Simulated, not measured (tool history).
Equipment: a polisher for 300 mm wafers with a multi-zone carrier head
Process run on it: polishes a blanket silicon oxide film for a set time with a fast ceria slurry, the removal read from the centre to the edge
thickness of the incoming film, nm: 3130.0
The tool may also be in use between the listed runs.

run,day,flow of slurry (ml/min),pressure of the head's centre zone,pressure of the head's middle zone,pressure of the head's edge zone,polishing time (s),film removed at the wafer's centre (Å),film removed at mid-radius (Å),film removed at the wafer's edge (Å)
1,0,305,1,1,1,73,9189.3,8569.2,8501.3
2,0.221,310,1,0.99,1.05,78,9970.4,9169.2,9244.9
3,0.296,310,1,0.99,0.98,78,10060,8995.7,9140.7
4,0.638,310,1,0.99,0.98,66,8285.7,7618,7649
# day 0.762: centre zone pressure recalibrated
5,0.762,310,0.97,0.97,1.01,74,8444.6,8382,8741.1
6,0.921,310,0.91,0.97,1.01,74,7875,8511.7,8783.6
7,1.021,315,0.93,0.96,1.04,79,8631,8947,9484.5
8,1.358,320,0.95,0.95,1.06,83,9136.3,9032.3,10039
9,1.508,325,0.96,0.96,1.07,86,9732.6,9849.1,10440

What does the tool deliver on the next run?
10,1.554,325,0.98,0.95,1.08,88,?,?,?

{"run 10": {"film removed at the wafer's centre (Å)": 10112, "film removed at mid-radius (Å)": 9993.5, "film removed at the wafer's edge (Å)": 10770}}
